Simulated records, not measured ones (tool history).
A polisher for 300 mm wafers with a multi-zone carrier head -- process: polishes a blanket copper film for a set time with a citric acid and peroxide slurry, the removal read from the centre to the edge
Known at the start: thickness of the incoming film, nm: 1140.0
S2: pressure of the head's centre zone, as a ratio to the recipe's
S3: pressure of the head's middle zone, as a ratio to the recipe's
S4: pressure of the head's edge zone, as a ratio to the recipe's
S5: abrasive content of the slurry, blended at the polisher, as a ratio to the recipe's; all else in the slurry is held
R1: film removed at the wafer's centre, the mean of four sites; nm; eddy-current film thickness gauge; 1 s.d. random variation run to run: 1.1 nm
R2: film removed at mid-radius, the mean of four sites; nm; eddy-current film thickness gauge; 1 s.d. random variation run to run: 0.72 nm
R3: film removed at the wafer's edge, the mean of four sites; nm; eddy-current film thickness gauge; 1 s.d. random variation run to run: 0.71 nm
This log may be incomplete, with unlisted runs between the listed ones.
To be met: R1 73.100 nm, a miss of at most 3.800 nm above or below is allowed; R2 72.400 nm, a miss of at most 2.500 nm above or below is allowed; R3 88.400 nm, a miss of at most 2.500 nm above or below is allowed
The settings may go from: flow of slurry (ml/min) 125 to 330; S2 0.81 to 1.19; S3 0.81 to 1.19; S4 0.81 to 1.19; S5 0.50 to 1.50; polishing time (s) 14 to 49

Run 1, hour 0.0: flow of slurry (ml/min) 210, S2 1.00, S3 1.00, S4 1.00, S5 1.00, polishing time (s) 31. Result: R1 76.827 nm, R2 77.997 nm, R3 80.694 nm.
Run 2, hour 8.5: flow of slurry (ml/min) 185, S2 1.00, S3 1.00, S4 1.00, S5 1.00, polishing time (s) 31. Result: R1 75.669 nm, R2 77.364 nm, R3 79.244 nm.
Run 3, hour 13.8: flow of slurry (ml/min) 185, S2 0.95, S3 1.00, S4 1.00, S5 1.00, polishing time (s) 31. Result: R1 73.597 nm, R2 75.947 nm, R3 79.744 nm.
Run 4, hour 18.3: flow of slurry (ml/min) 185, S2 0.95, S3 1.00, S4 1.00, S5 1.00, polishing time (s) 34. Result: R1 81.765 nm, R2 83.122 nm, R3 87.654 nm.
Run 5, hour 22.0: flow of slurry (ml/min) 185, S2 0.95, S3 1.00, S4 1.00, S5 1.00, polishing time (s) 42. Result: R1 95.233 nm, R2 102.160 nm, R3 109.670 nm.
Run 6, hour 26.5: flow of slurry (ml/min) 205, S2 0.95, S3 1.00, S4 1.00, S5 1.00, polishing time (s) 42. Result: R1 99.115 nm, R2 108.480 nm, R3 108.980 nm.
Run 7, hour 30.6: flow of slurry (ml/min) 185, S2 0.92, S3 0.97, S4 0.99, S5 0.85, polishing time (s) 41. Result: R1 88.797 nm, R2 94.241 nm, R3 101.750 nm.
Run 8, hour 31.6: flow of slurry (ml/min) 175, S2 0.90, S3 0.94, S4 0.97, S5 0.75, polishing time (s) 41. Result: R1 82.733 nm, R2 92.011 nm, R3 97.922 nm.
Run 9, hour 35.4: flow of slurry (ml/min) 165, S2 0.91, S3 0.90, S4 0.99, S5 0.70, polishing time (s) 40. Result: R1 81.210 nm, R2 82.981 nm, R3 95.787 nm.
At hour 37.1: edge zone pressure recalibrated.
Run 10, hour 37.1: flow of slurry (ml/min) 160, S2 0.90, S3 0.88, S4 0.98, S5 0.65, polishing time (s) 40. Result: R1 79.405 nm, R2 79.582 nm, R3 89.007 nm.

Next run, 5 choices. One meets every target within its allowed miss, the rest don't. Which?
Run A, hour 38.8: flow of slurry (ml/min) 160, S2 0.99, S3 0.81, S4 0.96, S5 0.75, polishing time (s) 38. Result: R1 ?, R2 ?, R3 ?.
Run B, hour 38.8: flow of slurry (ml/min) 125, S2 0.91, S3 0.86, S4 1.09, S5 0.50, polishing time (s) 41. Result: R1 ?, R2 ?, R3 ?.
Run C, hour 38.8: flow of slurry (ml/min) 180, S2 0.81, S3 0.98, S4 0.98, S5 0.70, polishing time (s) 38. Result: R1 ?, R2 ?, R3 ?.
Run D, hour 38.8: flow of slurry (ml/min) 150, S2 0.81, S3 0.84, S4 1.00, S5 0.55, polishing time (s) 42. Result: R1 ?, R2 ?, R3 ?.
Run E, hour 38.8: flow of slurry (ml/min) 200, S2 0.94, S3 0.88, S4 1.03, S5 0.70, polishing time (s) 38. Result: R1 ?, R2 ?, R3 ?.

move      R1      R2      R3
   A  83.075  73.273  86.818
   B  71.876  73.032  89.150
   C  68.946  86.831  87.897
   D  70.118  78.122  91.872
   E  81.636  80.763  91.372
A: the furthest-off result lands on target, but another misses its tolerance
B: hits every target within its allowed miss
C: lands further from the targets than the last run did
D: gains on the last run, yet a result remains outside its allowed miss
E: lands further from the targets than the last run did
So the answer is move B, the one that meets all the targets.

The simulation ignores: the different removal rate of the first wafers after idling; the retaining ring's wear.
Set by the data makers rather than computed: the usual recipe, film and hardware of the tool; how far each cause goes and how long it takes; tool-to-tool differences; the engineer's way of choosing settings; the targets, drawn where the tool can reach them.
